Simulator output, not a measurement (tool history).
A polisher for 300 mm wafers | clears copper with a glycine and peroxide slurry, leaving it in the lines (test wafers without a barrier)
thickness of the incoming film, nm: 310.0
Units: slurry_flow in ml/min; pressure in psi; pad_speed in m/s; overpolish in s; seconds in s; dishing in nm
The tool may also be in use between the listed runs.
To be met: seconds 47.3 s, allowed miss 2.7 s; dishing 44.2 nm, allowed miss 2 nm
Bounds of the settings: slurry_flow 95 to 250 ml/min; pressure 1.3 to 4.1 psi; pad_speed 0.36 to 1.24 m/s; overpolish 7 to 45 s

run  hour  slurry_flow  pressure  pad_speed  overpolish  seconds  dishing
  1     0          160       2.7        0.8          23   73.603   60.419
  2   2.2          160       2.8       0.84          21   69.442   59.645
  3   9.8          160       2.8       0.94          21   61.967   62.553
  4  14.3          160       2.8       0.94          31   63.506   83.484
  5  15.1          165       2.7       0.98          28   62.714   78.228
  6  17.9          155       2.8          1          25   60.259   73.063
  7  18.9          165       2.7       1.04          22   60.358    67.22
  8  20.5          155       2.8       1.04          20   58.171   64.648
  9  23.9          145       2.8       1.06          18   59.553   60.264
 10  32.1          160       2.7       1.08          16   56.686   53.551
 11  35.1          170       2.7        1.1          15   56.236   51.509
 12  42.3          185       3.2       1.18           7   46.297   33.077
 13  45.2          175       3.2       1.18           7   45.649   33.353
 14  53.6          170       3.2       1.18           7   45.419   32.264
 15  57.6          170       3.2       1.18           8   47.719   37.162
 16    63          165       3.2       1.18           8   45.982   36.798
 17  63.8          160       3.2       1.18           8   46.686   35.993

Which of these 4 next moves meets every target?
  A  64.6          165       2.9       1.12          13        ?        ?
  B  64.6          115       3.3       1.16          10        ?        ?
  C  64.6          160       2.9       1.12          13        ?        ?
  D  64.6          160       2.7       1.24          12        ?        ?

move  seconds  dishing
   A   54.053    48.09
   B   48.662   42.404
   C   54.214   47.972
   D   52.838   45.594
A: takes the result that was furthest off past its target
B: meets every target
C: takes the result that was furthest off past its target
D: brings the result that was furthest off to its target, and leaves another outside
Move B is the one to make.
